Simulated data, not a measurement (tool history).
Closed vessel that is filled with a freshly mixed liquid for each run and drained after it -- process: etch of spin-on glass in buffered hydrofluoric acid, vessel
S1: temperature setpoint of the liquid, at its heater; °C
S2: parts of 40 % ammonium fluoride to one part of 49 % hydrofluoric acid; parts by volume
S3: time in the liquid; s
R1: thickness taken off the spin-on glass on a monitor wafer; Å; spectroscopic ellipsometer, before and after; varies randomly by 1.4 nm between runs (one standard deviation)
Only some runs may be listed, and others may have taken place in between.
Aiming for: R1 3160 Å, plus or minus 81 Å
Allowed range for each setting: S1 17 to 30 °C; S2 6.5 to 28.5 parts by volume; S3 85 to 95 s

Run 1, hour 0: S1 22 °C, S2 17.5 parts by volume, S3 85 s. Result: R1 1422.8 Å.
Run 2, hour 7: S1 24 °C, S2 16 parts by volume, S3 85 s. Result: R1 1724 Å.
Run 3, hour 15.1: S1 22 °C, S2 16 parts by volume, S3 85 s. Result: R1 1559.5 Å.
Run 4, hour 19.5: S1 22 °C, S2 19 parts by volume, S3 85 s. Result: R1 1314.2 Å.
Run 5, hour 27.4: S1 25.5 °C, S2 19 parts by volume, S3 85 s. Result: R1 1591.7 Å.
Run 6, hour 30.7: S1 26.5 °C, S2 17 parts by volume, S3 85 s. Result: R1 1883.1 Å.
Run 7, hour 37.1: S1 27.5 °C, S2 15.5 parts by volume, S3 85 s. Result: R1 2148.6 Å.
Run 8, hour 37.6: S1 28 °C, S2 14.5 parts by volume, S3 85 s. Result: R1 2372.6 Å.
Run 9, hour 39.3: S1 30 °C, S2 11 parts by volume, S3 85 s. Result: R1 3446.1 Å.
Run 10, hour 45.5: S1 29.5 °C, S2 11 parts by volume, S3 85 s. Result: R1 3356.5 Å.
Run 11, hour 53.1: S1 29.5 °C, S2 11 parts by volume, S3 85 s. Result: R1 3362.6 Å.
Run 12, hour 55.2: S1 29 °C, S2 11 parts by volume, S3 85 s. Result: R1 3263.4 Å.

4 candidate next runs follow, results not yet known. Just one meets every target within its allowed miss. Identify it.
Run A, hour 57.3: S1 28.5 °C, S2 11 parts by volume, S3 90 s. Result: R1 ?.
Run B, hour 57.3: S1 28 °C, S2 11.5 parts by volume, S3 90 s. Result: R1 ?.
Run C, hour 57.3: S1 27 °C, S2 9.5 parts by volume, S3 85 s. Result: R1 ?.
Run D, hour 57.3: S1 27 °C, S2 9 parts by volume, S3 85 s. Result: R1 ?.

move      R1
   A  3364.2
   B  3137.3
   C  3324.1
   D  3438.8
A: misses by more than the last run did
B: all results in spec
C: misses by more than the last run did
D: misses by more than the last run did
Answer: B
